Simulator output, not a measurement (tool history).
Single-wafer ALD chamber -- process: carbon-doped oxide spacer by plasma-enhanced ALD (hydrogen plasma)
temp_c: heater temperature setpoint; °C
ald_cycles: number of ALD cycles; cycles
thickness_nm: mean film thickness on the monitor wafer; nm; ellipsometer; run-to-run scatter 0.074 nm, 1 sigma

run 1 day=0 | temp_c=410 ald_cycles=377 | thickness_nm=18.672
run 2 day=0.317 | temp_c=411 ald_cycles=370 | thickness_nm=18.327
run 3 day=0.496 | temp_c=412 ald_cycles=364 | thickness_nm=17.782
run 4 day=0.779 | temp_c=412 ald_cycles=389 | thickness_nm=18.919
run 5 day=0.838 | temp_c=412 ald_cycles=424 | thickness_nm=20.917
run 6 day=1.05 | temp_c=419 ald_cycles=424 | thickness_nm=20.144
run 7 day=1.296 | temp_c=419 ald_cycles=424 | thickness_nm=20.243
run 8 day=1.354 | temp_c=420 ald_cycles=414 | thickness_nm=19.466
run 9 day=1.488 | temp_c=421 ald_cycles=407 | thickness_nm=19.302
run 10 day=1.558 | temp_c=422 ald_cycles=398 | thickness_nm=18.803

Run 11 has not been measured yet. What should we expect?
run 11 day=1.671 | temp_c=431 ald_cycles=338 | thickness_nm=?

thickness_nm: 15.402 nm
